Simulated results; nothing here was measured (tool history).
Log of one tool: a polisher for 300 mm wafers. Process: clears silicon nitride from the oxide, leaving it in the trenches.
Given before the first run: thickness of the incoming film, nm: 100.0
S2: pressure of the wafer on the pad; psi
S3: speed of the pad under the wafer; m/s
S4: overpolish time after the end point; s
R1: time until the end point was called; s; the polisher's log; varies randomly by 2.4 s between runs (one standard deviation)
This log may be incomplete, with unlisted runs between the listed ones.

run 1 hour=0 | flow_of_slurry_(ml/min)=125 S2=2.5 S3=1.3 S4=5 | R1=80.706
run 2 hour=4.3 | flow_of_slurry_(ml/min)=125 S2=2.9 S3=1.3 S4=5 | R1=66.359
run 3 hour=9.6 | flow_of_slurry_(ml/min)=125 S2=2.8 S3=1.3 S4=5 | R1=69.242
run 4 hour=12.3 | flow_of_slurry_(ml/min)=125 S2=2.7 S3=1.3 S4=5 | R1=72.247
run 5 hour=20.5 | flow_of_slurry_(ml/min)=125 S2=2.6 S3=1.3 S4=5 | R1=73.542
run 6 hour=24.4 | flow_of_slurry_(ml/min)=155 S2=2.6 S3=1.3 S4=5 | R1=72.143
run 7 hour=31.3 | flow_of_slurry_(ml/min)=155 S2=2.5 S3=1.3 S4=5 | R1=74.049
run 8 hour=36.2 | flow_of_slurry_(ml/min)=155 S2=2.4 S3=1.3 S4=5 | R1=76.23
run 9 hour=43.9 | flow_of_slurry_(ml/min)=155 S2=2.3 S3=1.3 S4=5 | R1=82.515
run 10 hour=47.4 | flow_of_slurry_(ml/min)=155 S2=2.2 S3=1.3 S4=5 | R1=83.26
run 11 hour=52.9 | flow_of_slurry_(ml/min)=155 S2=2.1 S3=1.3 S4=5 | R1=87.331
run 12 hour=59.5 | flow_of_slurry_(ml/min)=155 S2=2 S3=1.3 S4=5 | R1=91.013

Forecast run 13:
run 13 hour=67 | flow_of_slurry_(ml/min)=155 S2=1.9 S3=1.3 S4=5 | R1=?

Run 13 yielded R1 98.611 s.

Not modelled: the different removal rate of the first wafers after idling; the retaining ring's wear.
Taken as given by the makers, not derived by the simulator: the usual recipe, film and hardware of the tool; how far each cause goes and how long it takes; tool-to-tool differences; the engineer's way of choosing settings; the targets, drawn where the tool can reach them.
